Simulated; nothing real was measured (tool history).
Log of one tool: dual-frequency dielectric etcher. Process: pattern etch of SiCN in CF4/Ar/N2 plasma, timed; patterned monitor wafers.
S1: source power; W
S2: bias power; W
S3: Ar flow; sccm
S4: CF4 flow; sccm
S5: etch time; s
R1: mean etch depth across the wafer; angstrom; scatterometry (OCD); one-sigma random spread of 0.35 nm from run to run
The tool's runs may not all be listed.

run  hour   S1  S2  S3  S4    S5      R1
  1     0  340  90  74  82  80.5  615.79
  2   7.1  340  90  63  82  80.5  630.82
  3     8  350  90  63  82  80.5  650.43
  4  14.7  350  90  63  91  80.5  655.75
  5  18.4  360  90  63  91  80.5  678.96
  6  26.3  370  90  63  91  80.5  691.12

Predict the results of run 7:
  7  34.4  380  90  63  91  80.5   ?

R1: 715.34 angstrom

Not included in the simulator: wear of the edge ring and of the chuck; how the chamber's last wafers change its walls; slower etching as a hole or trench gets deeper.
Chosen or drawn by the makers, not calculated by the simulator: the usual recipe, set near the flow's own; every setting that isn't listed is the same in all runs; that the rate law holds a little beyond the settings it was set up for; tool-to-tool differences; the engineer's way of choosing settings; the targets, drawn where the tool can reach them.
